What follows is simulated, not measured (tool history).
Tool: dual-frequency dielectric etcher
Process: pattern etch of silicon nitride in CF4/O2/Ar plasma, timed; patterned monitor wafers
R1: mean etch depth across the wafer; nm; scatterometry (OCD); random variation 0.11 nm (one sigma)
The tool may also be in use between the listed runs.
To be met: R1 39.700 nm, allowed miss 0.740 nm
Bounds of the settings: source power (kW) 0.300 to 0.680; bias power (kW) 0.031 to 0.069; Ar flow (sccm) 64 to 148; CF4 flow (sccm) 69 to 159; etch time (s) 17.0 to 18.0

{"run": 1, "hour": 0.0, "source power (kW)": 0.49, "bias power (kW)": 0.05, "Ar flow (sccm)": 106, "CF4 flow (sccm)": 114, "etch time (s)": 17.0, "R1": 30.958}
{"run": 2, "hour": 8.4, "source power (kW)": 0.49, "bias power (kW)": 0.05, "Ar flow (sccm)": 106, "CF4 flow (sccm)": 114, "etch time (s)": 18.0, "R1": 32.903}
{"run": 3, "hour": 13.4, "source power (kW)": 0.49, "bias power (kW)": 0.044, "Ar flow (sccm)": 106, "CF4 flow (sccm)": 114, "etch time (s)": 18.0, "R1": 31.785}
{"run": 4, "hour": 17.8, "source power (kW)": 0.49, "bias power (kW)": 0.039, "Ar flow (sccm)": 106, "CF4 flow (sccm)": 114, "etch time (s)": 18.0, "R1": 30.992}
{"run": 5, "hour": 25.8, "source power (kW)": 0.52, "bias power (kW)": 0.039, "Ar flow (sccm)": 106, "CF4 flow (sccm)": 114, "etch time (s)": 18.0, "R1": 32.47}
{"run": 6, "hour": 33.8, "source power (kW)": 0.56, "bias power (kW)": 0.039, "Ar flow (sccm)": 106, "CF4 flow (sccm)": 114, "etch time (s)": 18.0, "R1": 34.525}
{"run": 7, "hour": 42.3, "source power (kW)": 0.58, "bias power (kW)": 0.039, "Ar flow (sccm)": 106, "CF4 flow (sccm)": 114, "etch time (s)": 18.0, "R1": 35.423}
{"run": 8, "hour": 44.1, "source power (kW)": 0.6, "bias power (kW)": 0.039, "Ar flow (sccm)": 106, "CF4 flow (sccm)": 114, "etch time (s)": 18.0, "R1": 36.28}
{"run": 9, "hour": 49.4, "source power (kW)": 0.61, "bias power (kW)": 0.039, "Ar flow (sccm)": 106, "CF4 flow (sccm)": 114, "etch time (s)": 18.0, "R1": 37.022}
{"run": 10, "hour": 52.1, "source power (kW)": 0.62, "bias power (kW)": 0.039, "Ar flow (sccm)": 106, "CF4 flow (sccm)": 114, "etch time (s)": 18.0, "R1": 37.535}
{"run": 11, "hour": 54.3, "source power (kW)": 0.63, "bias power (kW)": 0.039, "Ar flow (sccm)": 106, "CF4 flow (sccm)": 114, "etch time (s)": 18.0, "R1": 38.083}

Which of these 5 next moves meets every target?
{"run": "A", "hour": 56.5, "source power (kW)": 0.64, "bias power (kW)": 0.039, "Ar flow (sccm)": 107, "CF4 flow (sccm)": 123, "etch time (s)": 17.0, "R1": "?"}
{"run": "B", "hour": 56.5, "source power (kW)": 0.64, "bias power (kW)": 0.044, "Ar flow (sccm)": 97, "CF4 flow (sccm)": 131, "etch time (s)": 17.5, "R1": "?"}
{"run": "C", "hour": 56.5, "source power (kW)": 0.58, "bias power (kW)": 0.049, "Ar flow (sccm)": 82, "CF4 flow (sccm)": 117, "etch time (s)": 17.0, "R1": "?"}
{"run": "D", "hour": 56.5, "source power (kW)": 0.66, "bias power (kW)": 0.031, "Ar flow (sccm)": 114, "CF4 flow (sccm)": 116, "etch time (s)": 17.0, "R1": "?"}
{"run": "E", "hour": 56.5, "source power (kW)": 0.61, "bias power (kW)": 0.041, "Ar flow (sccm)": 109, "CF4 flow (sccm)": 110, "etch time (s)": 18.0, "R1": "?"}

move=A R1=36.746
move=B R1=39.794
move=C R1=36.651
move=D R1=35.196
move=E R1=36.876
A: further off than the last run
B: meets every target
C: further off than the last run
D: further off than the last run
E: further off than the last run
Answer: B
